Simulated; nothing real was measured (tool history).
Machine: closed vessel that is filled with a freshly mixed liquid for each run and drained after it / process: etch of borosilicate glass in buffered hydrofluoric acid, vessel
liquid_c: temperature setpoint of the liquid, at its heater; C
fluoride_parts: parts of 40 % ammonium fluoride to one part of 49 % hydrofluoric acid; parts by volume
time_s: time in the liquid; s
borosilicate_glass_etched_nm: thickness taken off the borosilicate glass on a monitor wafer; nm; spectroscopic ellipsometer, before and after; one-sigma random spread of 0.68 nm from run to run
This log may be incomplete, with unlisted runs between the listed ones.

Run 1, day 0: liquid_c 25 C, fluoride_parts 17 parts by volume, time_s 85 s. Result: borosilicate_glass_etched_nm 69.993 nm.
Run 2, day 0.092: liquid_c 25 C, fluoride_parts 20.5 parts by volume, time_s 85 s. Result: borosilicate_glass_etched_nm 58.343 nm.
Run 3, day 0.429: liquid_c 25 C, fluoride_parts 20.5 parts by volume, time_s 95 s. Result: borosilicate_glass_etched_nm 64.971 nm.
Run 4, day 0.492: liquid_c 25 C, fluoride_parts 17.5 parts by volume, time_s 95 s. Result: borosilicate_glass_etched_nm 76.515 nm.
Run 5, day 0.558: liquid_c 25.5 C, fluoride_parts 17.5 parts by volume, time_s 95 s. Result: borosilicate_glass_etched_nm 77.891 nm.
Run 6, day 0.904: liquid_c 22.5 C, fluoride_parts 17.5 parts by volume, time_s 95 s. Result: borosilicate_glass_etched_nm 67.108 nm.
At day 0.979: hydrofluoric acid flow meter replaced.
Run 7, day 0.979: liquid_c 23.5 C, fluoride_parts 17.5 parts by volume, time_s 95 s. Result: borosilicate_glass_etched_nm 64.488 nm.

Predict the results of run 8:
Run 8, day 1.067: liquid_c 24 C, fluoride_parts 17.5 parts by volume, time_s 95 s. Result: borosilicate_glass_etched_nm ?.

borosilicate_glass_etched_nm: 65.922 nm
